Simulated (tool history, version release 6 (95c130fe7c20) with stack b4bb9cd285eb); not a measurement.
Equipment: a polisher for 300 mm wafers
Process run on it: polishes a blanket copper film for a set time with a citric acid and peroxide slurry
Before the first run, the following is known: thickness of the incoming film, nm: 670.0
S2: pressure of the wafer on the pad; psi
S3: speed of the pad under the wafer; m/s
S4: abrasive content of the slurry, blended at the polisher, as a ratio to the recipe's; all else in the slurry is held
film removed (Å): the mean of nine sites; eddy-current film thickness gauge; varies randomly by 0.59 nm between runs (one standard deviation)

{"run": 1, "hour": 0.0, "flow of slurry (ml/min)": 290, "S2": 2.1, "S3": 1.08, "S4": 1, "polishing time (s)": 57, "film removed (Å)": 1050.5}
{"run": 2, "hour": 7.1, "flow of slurry (ml/min)": 290, "S2": 2.1, "S3": 1.08, "S4": 1, "polishing time (s)": 60, "film removed (Å)": 1119.1}
{"run": 3, "hour": 13.6, "flow of slurry (ml/min)": 290, "S2": 2.5, "S3": 1.08, "S4": 1, "polishing time (s)": 60, "film removed (Å)": 1298.9}
{"run": 4, "hour": 14.4, "flow of slurry (ml/min)": 290, "S2": 2.1, "S3": 0.96, "S4": 1, "polishing time (s)": 60, "film removed (Å)": 1006.2}
{"run": 5, "hour": 17.1, "flow of slurry (ml/min)": 290, "S2": 2.1, "S3": 1.06, "S4": 1, "polishing time (s)": 60, "film removed (Å)": 1091.3}
{"run": 6, "hour": 18.7, "flow of slurry (ml/min)": 290, "S2": 2.1, "S3": 0.8, "S4": 1, "polishing time (s)": 60, "film removed (Å)": 855.48}
{"run": 7, "hour": 20.5, "flow of slurry (ml/min)": 290, "S2": 1.5, "S3": 0.76, "S4": 1, "polishing time (s)": 60, "film removed (Å)": 597.8}

The next listed run, before its measurement:
{"run": 8, "hour": 21.6, "flow of slurry (ml/min)": 290, "S2": 1.4, "S3": 0.76, "S4": 1, "polishing time (s)": 60, "film removed (Å)": "?"}

{"run 8": {"film removed (Å)": 548.68}}
